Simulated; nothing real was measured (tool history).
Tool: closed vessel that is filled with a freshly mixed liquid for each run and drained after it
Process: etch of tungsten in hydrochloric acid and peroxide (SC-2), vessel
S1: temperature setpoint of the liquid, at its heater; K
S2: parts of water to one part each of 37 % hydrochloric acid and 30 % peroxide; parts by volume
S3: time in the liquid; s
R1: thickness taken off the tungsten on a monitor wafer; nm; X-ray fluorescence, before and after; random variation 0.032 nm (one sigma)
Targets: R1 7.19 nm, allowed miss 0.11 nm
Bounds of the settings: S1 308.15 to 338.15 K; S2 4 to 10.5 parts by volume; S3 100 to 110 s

{"run": 1, "hour": 0.0, "S1": 322.15, "S2": 5.5, "S3": 100, "R1": 16.202}
{"run": 2, "hour": 8.0, "S1": 322.15, "S2": 7.5, "S3": 100, "R1": 12.62}
{"run": 3, "hour": 9.5, "S1": 320.65, "S2": 7.5, "S3": 100, "R1": 11.481}
{"run": 4, "hour": 12.8, "S1": 319.65, "S2": 7.5, "S3": 100, "R1": 10.763}
{"run": 5, "hour": 14.3, "S1": 319.65, "S2": 7.5, "S3": 110, "R1": 11.807}
{"run": 6, "hour": 21.8, "S1": 326.15, "S2": 7.5, "S3": 110, "R1": 18.204}
{"run": 7, "hour": 30.6, "S1": 323.65, "S2": 7.5, "S3": 110, "R1": 15.434}
{"run": 8, "hour": 32.4, "S1": 321.65, "S2": 7.5, "S3": 110, "R1": 13.565}
{"run": 9, "hour": 40.2, "S1": 321.65, "S2": 7.5, "S3": 110, "R1": 13.544}
{"run": 10, "hour": 45.0, "S1": 313.65, "S2": 7.5, "S3": 110, "R1": 7.7768}
{"run": 11, "hour": 54.1, "S1": 313.15, "S2": 7.5, "S3": 110, "R1": 7.5385}
{"run": 12, "hour": 61.0, "S1": 312.15, "S2": 7.5, "S3": 110, "R1": 7.0499}
{"hour": 69.7, "done": "chemicals flow meter replaced"}
{"run": 13, "hour": 69.7, "S1": 312.65, "S2": 7.5, "S3": 110, "R1": 7.956}

5 next moves are on the table. One of them brings every result within its allowed miss. Which?
{"run": "A", "hour": 78.4, "S1": 309.65, "S2": 6.5, "S3": 110, "R1": "?"}
{"run": "B", "hour": 78.4, "S1": 310.65, "S2": 6.5, "S3": 100, "R1": "?"}
{"run": "C", "hour": 78.4, "S1": 311.65, "S2": 7, "S3": 105, "R1": "?"}
{"run": "D", "hour": 78.4, "S1": 311.65, "S2": 6.5, "S3": 100, "R1": "?"}
{"run": "E", "hour": 78.4, "S1": 312.15, "S2": 8, "S3": 105, "R1": "?"}

move=A R1=7.1828
move=B R1=7.02
move=C R1=7.4806
move=D R1=7.5434
move=E R1=6.9778
A: meets every target
B: takes the result that was furthest off past its target
C: nearer than the last run, and not there yet
D: nearer than the last run, and not there yet
E: takes the result that was furthest off past its target
Move A is the one to make.
